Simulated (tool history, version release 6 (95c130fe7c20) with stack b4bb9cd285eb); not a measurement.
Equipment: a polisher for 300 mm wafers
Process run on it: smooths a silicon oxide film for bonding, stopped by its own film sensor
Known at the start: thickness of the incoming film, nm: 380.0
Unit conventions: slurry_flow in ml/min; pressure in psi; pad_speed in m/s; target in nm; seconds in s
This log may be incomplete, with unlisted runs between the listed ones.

run  hour  slurry_flow  pressure  pad_speed  slurry_solids  target  seconds
  1     0          265       1.3       0.74              1     352   77.573
  2   4.8          265       1.3       0.74            1.1     352   73.098
  3  13.7          310       1.3       0.74            1.1     352   72.174
  4  19.6          310       1.3       0.84            1.1     352   65.921
  5  24.8          310       1.3       0.66            1.1     352   78.543
  6  32.4          310       1.4       0.66            1.1     352   74.359
  7  38.1          310       1.4       0.66            1.1     352   74.977
  8  41.1          310       1.5       0.66            1.1     352   71.446
  9  47.3          310       1.6       0.66            1.1     352   68.342

Forecast run 10:
 10  48.3          310       1.7       0.66            1.1     352        ?

seconds: 64.02 s
